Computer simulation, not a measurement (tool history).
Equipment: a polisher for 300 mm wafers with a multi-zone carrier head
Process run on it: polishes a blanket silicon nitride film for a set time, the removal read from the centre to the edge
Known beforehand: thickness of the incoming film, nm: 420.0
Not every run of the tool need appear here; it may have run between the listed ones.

run,hour,flow of slurry (ml/min),pressure of the head's centre zone,pressure of the head's middle zone,pressure of the head's edge zone,polishing time (s),film removed at the wafer's centre (angstrom),film removed at mid-radius (angstrom),film removed at the wafer's edge (angstrom)
1,0.0,195,1.00,1.00,1.00,47,881.01,886.56,881.15
2,5.5,155,1.00,1.00,1.00,47,836.49,841.88,858.25
3,8.1,165,1.02,1.00,1.02,49,918.34,892.40,908.73
4,12.8,165,1.02,1.00,1.02,43,798.78,777.03,793.14
5,20.3,170,1.03,0.99,1.04,45,854.79,822.42,841.95
6,22.2,200,1.03,0.99,1.04,45,876.39,839.57,861.78

Expected results for the next run?
7,26.1,205,1.04,0.99,1.06,47,?,?,?

Run 7 gave film removed at the wafer's centre (angstrom) 928.92, film removed at mid-radius (angstrom) 878.35, film removed at the wafer's edge (angstrom) 905.00.
